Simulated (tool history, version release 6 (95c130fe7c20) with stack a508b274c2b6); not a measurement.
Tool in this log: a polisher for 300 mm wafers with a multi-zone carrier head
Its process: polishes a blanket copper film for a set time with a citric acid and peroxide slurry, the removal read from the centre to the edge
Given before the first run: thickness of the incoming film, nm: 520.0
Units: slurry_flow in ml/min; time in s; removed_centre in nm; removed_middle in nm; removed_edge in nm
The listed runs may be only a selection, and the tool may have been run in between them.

Run 1, day 0.000: slurry_flow 250 ml/min, centre_zone 1.00, middle_zone 1.00, edge_zone 1.00, slurry_solids 1.00, time 32 s. Result: removed_centre 115.160 nm, removed_middle 113.45 nm, removed_edge 112.61 nm.
Run 2, day 0.200: slurry_flow 250 ml/min, centre_zone 0.98, middle_zone 1.01, edge_zone 0.98, slurry_solids 0.95, time 32 s. Result: removed_centre 110.360 nm, removed_middle 112.12 nm, removed_edge 110.60 nm.
Run 3, day 0.417: slurry_flow 250 ml/min, centre_zone 0.94, middle_zone 1.01, edge_zone 0.98, slurry_solids 0.95, time 32 s. Result: removed_centre 110.070 nm, removed_middle 114.43 nm, removed_edge 112.25 nm.
Run 4, day 0.496: slurry_flow 250 ml/min, centre_zone 0.98, middle_zone 1.01, edge_zone 0.98, slurry_solids 0.95, time 32 s. Result: removed_centre 109.560 nm, removed_middle 114.39 nm, removed_edge 109.51 nm.
Run 5, day 0.650: slurry_flow 250 ml/min, centre_zone 0.98, middle_zone 0.94, edge_zone 0.98, slurry_solids 0.95, time 32 s. Result: removed_centre 109.250 nm, removed_middle 106.25 nm, removed_edge 109.71 nm.
Run 6, day 0.758: slurry_flow 250 ml/min, centre_zone 0.97, middle_zone 0.95, edge_zone 0.96, slurry_solids 0.90, time 32 s. Result: removed_centre 109.920 nm, removed_middle 105.75 nm, removed_edge 105.70 nm.
Run 7, day 0.896: slurry_flow 245 ml/min, centre_zone 0.94, middle_zone 0.97, edge_zone 0.95, slurry_solids 0.85, time 32 s. Result: removed_centre 106.460 nm, removed_middle 108.11 nm, removed_edge 105.64 nm.
Run 8, day 1.242: slurry_flow 240 ml/min, centre_zone 0.92, middle_zone 0.98, edge_zone 0.94, slurry_solids 0.80, time 32 s. Result: removed_centre 100.710 nm, removed_middle 107.39 nm, removed_edge 103.47 nm.
Run 9, day 1.308: slurry_flow 235 ml/min, centre_zone 0.91, middle_zone 0.98, edge_zone 0.93, slurry_solids 0.75, time 32 s. Result: removed_centre 98.671 nm, removed_middle 105.77 nm, removed_edge 101.40 nm.
Run 10, day 1.650: slurry_flow 230 ml/min, centre_zone 0.90, middle_zone 0.98, edge_zone 0.92, slurry_solids 0.75, time 32 s. Result: removed_centre 98.746 nm, removed_middle 102.84 nm, removed_edge 100.51 nm.

Run 11 has not been measured yet. What should we expect?
Run 11, day 1.883: slurry_flow 230 ml/min, centre_zone 0.89, middle_zone 0.99, edge_zone 0.91, slurry_solids 0.70, time 32 s. Result: removed_centre ?, removed_middle ?, removed_edge ?.

removed_centre: 95.821 nm
removed_middle: 103.93 nm
removed_edge: 97.57 nm
